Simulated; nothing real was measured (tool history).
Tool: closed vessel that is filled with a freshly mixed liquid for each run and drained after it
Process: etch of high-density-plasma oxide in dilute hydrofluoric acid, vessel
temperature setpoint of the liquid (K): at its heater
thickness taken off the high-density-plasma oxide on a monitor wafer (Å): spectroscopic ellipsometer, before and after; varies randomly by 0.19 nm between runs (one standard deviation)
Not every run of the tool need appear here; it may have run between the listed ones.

run  hour  temperature setpoint of the liquid (K)  parts of water to one part of 49 % hydrofluoric acid (parts by volume)  time in the liquid (s)  thickness taken off the high-density-plasma oxide on a monitor wafer (Å)
  1   0.0                                  296.15                                                                      70                     160                                                                   106.990
  2   1.0                                  296.15                                                                      60                     160                                                                   124.380
  3   3.3                                  297.15                                                                      55                     160                                                                   145.820
  4  11.5                                  297.15                                                                      80                     160                                                                    95.300
  5  19.9                                  298.15                                                                      75                     160                                                                   106.260
  6  27.1                                  294.65                                                                      75                     160                                                                    91.722
  7  29.8                                  294.65                                                                      75                     160                                                                    92.767
  8  33.4                                  296.15                                                                      70                     160                                                                   107.700
  9  35.4                                  297.15                                                                      65                     160                                                                   119.010
 10  37.2                                  297.15                                                                      65                     160                                                                   122.300
 11  41.2                                  298.15                                                                      60                     160                                                                   134.910
 12  50.1                                  299.15                                                                      55                     160                                                                   155.490
 13  52.7                                  299.65                                                                      55                     160                                                                   158.040
 14  58.2                                  299.65                                                                      55                     160                                                                   157.940

Predict the results of run 15:
     59.2  -- hydrofluoric acid flow meter replaced
 15  59.2                                  300.15                                                                      55                     160                                                                         ?

{"run 15": {"thickness taken off the high-density-plasma oxide on a monitor wafer (Å)": 170.67}}

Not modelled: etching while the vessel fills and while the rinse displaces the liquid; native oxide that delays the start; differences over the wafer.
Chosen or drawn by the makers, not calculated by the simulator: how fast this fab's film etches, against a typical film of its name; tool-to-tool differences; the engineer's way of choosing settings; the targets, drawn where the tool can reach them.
